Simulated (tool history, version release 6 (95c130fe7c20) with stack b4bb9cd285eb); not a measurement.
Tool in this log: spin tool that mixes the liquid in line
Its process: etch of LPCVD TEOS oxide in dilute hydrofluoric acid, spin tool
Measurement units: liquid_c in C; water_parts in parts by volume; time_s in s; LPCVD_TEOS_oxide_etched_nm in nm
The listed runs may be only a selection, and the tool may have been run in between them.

Run 1, hour 0: liquid_c 24 C, water_parts 110 parts by volume, time_s 85 s. Result: LPCVD_TEOS_oxide_etched_nm 13.147 nm.
Run 2, hour 6.3: liquid_c 27 C, water_parts 110 parts by volume, time_s 85 s. Result: LPCVD_TEOS_oxide_etched_nm 14.872 nm.
Run 3, hour 13.8: liquid_c 30.5 C, water_parts 110 parts by volume, time_s 85 s. Result: LPCVD_TEOS_oxide_etched_nm 16.693 nm.
Run 4, hour 16.5: liquid_c 30.5 C, water_parts 110 parts by volume, time_s 85 s. Result: LPCVD_TEOS_oxide_etched_nm 16.632 nm.
Run 5, hour 19.1: liquid_c 30.5 C, water_parts 110 parts by volume, time_s 65 s. Result: LPCVD_TEOS_oxide_etched_nm 12.817 nm.
Run 6, hour 24.7: liquid_c 30.5 C, water_parts 110 parts by volume, time_s 85 s. Result: LPCVD_TEOS_oxide_etched_nm 16.826 nm.
Run 7, hour 28.9: liquid_c 27.5 C, water_parts 120 parts by volume, time_s 85 s. Result: LPCVD_TEOS_oxide_etched_nm 13.512 nm.

Run 8 comes next. What will it give?
Run 8, hour 37.4: liquid_c 25 C, water_parts 130 parts by volume, time_s 85 s. Result: LPCVD_TEOS_oxide_etched_nm ?.

{"run 8": {"LPCVD_TEOS_oxide_etched_nm": 11.182}}
